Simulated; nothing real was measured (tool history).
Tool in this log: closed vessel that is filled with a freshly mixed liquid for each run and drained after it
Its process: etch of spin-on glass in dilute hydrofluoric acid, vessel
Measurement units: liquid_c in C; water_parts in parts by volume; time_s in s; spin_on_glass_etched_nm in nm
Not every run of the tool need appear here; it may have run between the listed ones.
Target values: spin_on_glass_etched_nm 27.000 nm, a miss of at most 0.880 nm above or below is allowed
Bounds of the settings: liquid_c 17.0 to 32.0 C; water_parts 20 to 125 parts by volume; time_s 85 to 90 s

run 1 hour=0.0 | liquid_c=24.0 water_parts=70 time_s=85 | spin_on_glass_etched_nm=48.171
run 2 hour=4.5 | liquid_c=25.5 water_parts=70 time_s=85 | spin_on_glass_etched_nm=51.475
run 3 hour=12.7 | liquid_c=23.5 water_parts=75 time_s=85 | spin_on_glass_etched_nm=43.836
run 4 hour=21.7 | liquid_c=23.5 water_parts=75 time_s=90 | spin_on_glass_etched_nm=45.968
run 5 hour=24.2 | liquid_c=23.5 water_parts=65 time_s=90 | spin_on_glass_etched_nm=55.009
run 6 hour=30.3 | liquid_c=23.5 water_parts=80 time_s=90 | spin_on_glass_etched_nm=43.914
run 7 hour=31.9 | liquid_c=22.0 water_parts=85 time_s=90 | spin_on_glass_etched_nm=38.086
run 8 hour=38.9 | liquid_c=21.0 water_parts=85 time_s=90 | spin_on_glass_etched_nm=36.718
-- hour=45.3 hydrofluoric acid flow meter replaced
run 9 hour=45.3 | liquid_c=20.0 water_parts=90 time_s=90 | spin_on_glass_etched_nm=30.282

Which single option among these 4 for the next run brings every result within its allowed miss of target? Just one does.
run A hour=51.7 | liquid_c=19.5 water_parts=90 time_s=90 | spin_on_glass_etched_nm=?
run B hour=51.7 | liquid_c=20.0 water_parts=100 time_s=90 | spin_on_glass_etched_nm=?
run C hour=51.7 | liquid_c=17.0 water_parts=80 time_s=85 | spin_on_glass_etched_nm=?
run D hour=51.7 | liquid_c=21.0 water_parts=95 time_s=90 | spin_on_glass_etched_nm=?

move=A spin_on_glass_etched_nm=29.149
move=B spin_on_glass_etched_nm=26.484
move=C spin_on_glass_etched_nm=28.184
move=D spin_on_glass_etched_nm=29.208
A: nearer than the last run, and not there yet
B: every result lands within tolerance
C: nearer than the last run, and not there yet
D: nearer than the last run, and not there yet
B meets every target.
